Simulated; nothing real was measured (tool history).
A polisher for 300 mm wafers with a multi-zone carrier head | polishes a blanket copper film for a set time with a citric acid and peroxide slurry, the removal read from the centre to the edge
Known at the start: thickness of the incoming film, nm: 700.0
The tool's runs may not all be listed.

run	hour	flow of slurry (ml/min)	pressure of the head's centre zone	pressure of the head's middle zone	pressure of the head's edge zone	abrasive content of the slurry	polishing time (s)	film removed at the wafer's centre (nm)	film removed at mid-radius (nm)	film removed at the wafer's edge (nm)
1	0.0	180	1.00	1.00	1.00	1.00	65	112.81	112.89	115.34
2	0.7	180	1.08	1.00	1.00	1.00	65	122.88	111.87	112.51
3	3.2	180	1.08	0.96	1.00	1.00	65	121.76	107.28	115.79
4	3.9	190	1.04	1.00	1.02	1.05	65	118.09	114.55	118.52
5	8.8	190	1.04	1.00	1.06	1.05	65	120.36	113.76	118.42
6	13.1	190	0.96	1.00	1.06	1.05	65	109.46	113.44	118.06

Forecast run 7:
7	14.3	200	0.95	1.03	1.06	1.10	65	?	?	?

{"run 7": {"film removed at the wafer's centre (nm)": 111.08, "film removed at mid-radius (nm)": 117.87, "film removed at the wafer's edge (nm)": 118.18}}
